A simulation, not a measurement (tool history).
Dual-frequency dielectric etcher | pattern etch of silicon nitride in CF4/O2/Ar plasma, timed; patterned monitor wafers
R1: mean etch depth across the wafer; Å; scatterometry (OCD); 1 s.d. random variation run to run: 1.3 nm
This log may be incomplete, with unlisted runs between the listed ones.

Run 1, day 0.000: source power (W) 620, bias power (W) 37, Ar flow (sccm) 89, CF4 flow (sccm) 119, etch time (s) 131.0. Result: R1 2963.0 Å.
Run 2, day 0.367: source power (W) 620, bias power (W) 33, Ar flow (sccm) 89, CF4 flow (sccm) 119, etch time (s) 131.0. Result: R1 2829.4 Å.
Run 3, day 0.708: source power (W) 620, bias power (W) 33, Ar flow (sccm) 89, CF4 flow (sccm) 108, etch time (s) 131.0. Result: R1 2776.8 Å.
Run 4, day 0.962: source power (W) 620, bias power (W) 33, Ar flow (sccm) 101, CF4 flow (sccm) 108, etch time (s) 131.0. Result: R1 2714.8 Å.
Run 5, day 1.117: source power (W) 590, bias power (W) 33, Ar flow (sccm) 101, CF4 flow (sccm) 108, etch time (s) 131.0. Result: R1 2590.6 Å.
Run 6, day 1.346: source power (W) 590, bias power (W) 33, Ar flow (sccm) 101, CF4 flow (sccm) 94, etch time (s) 131.0. Result: R1 2488.0 Å.
Run 7, day 1.621: source power (W) 570, bias power (W) 33, Ar flow (sccm) 101, CF4 flow (sccm) 94, etch time (s) 131.0. Result: R1 2421.6 Å.

Run 8 is up next; what results do you expect?
Run 8, day 1.896: source power (W) 550, bias power (W) 33, Ar flow (sccm) 101, CF4 flow (sccm) 94, etch time (s) 131.0. Result: R1 ?.

R1: 2357.0 Å
